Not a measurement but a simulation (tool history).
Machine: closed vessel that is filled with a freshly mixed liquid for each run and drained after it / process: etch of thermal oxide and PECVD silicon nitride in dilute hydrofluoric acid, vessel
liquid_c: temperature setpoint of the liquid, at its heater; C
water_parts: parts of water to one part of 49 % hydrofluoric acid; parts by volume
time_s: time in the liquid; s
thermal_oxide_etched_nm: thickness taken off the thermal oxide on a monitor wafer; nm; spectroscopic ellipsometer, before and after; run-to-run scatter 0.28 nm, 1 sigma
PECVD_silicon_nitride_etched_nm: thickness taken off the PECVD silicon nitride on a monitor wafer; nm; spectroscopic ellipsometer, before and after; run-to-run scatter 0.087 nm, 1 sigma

run	hour	liquid_c	water_parts	time_s	thermal_oxide_etched_nm	PECVD_silicon_nitride_etched_nm
1	0	22	55	595	49.402	15.23
2	7.7	21	55	595	47.452	14.029
3	10.2	21	55	440	34.828	10.56
4	14.7	21	55	605	47.919	14.255
5	19.2	20.5	55	605	47.293	13.993
6	24.4	20.5	55	405	31.429	9.3615
7	30.6	20.5	50	400	34.678	10.189
8	39.3	20.5	50	400	34.468	10.172
9	42.8	20.5	45	395	37.96	11.24
10	50.2	20	40	395	42.199	12.148
11	54.9	19.5	40	395	41.552	11.605
12	57.4	20	40	395	42.347	12.18
13	63.7	20	40	395	42.054	12.156

Estimate the outcome of run 14 from the log above:
14	69.7	19.5	35	395	?	?

thermal_oxide_etched_nm: 46.949 nm
PECVD_silicon_nitride_etched_nm: 13.21 nm
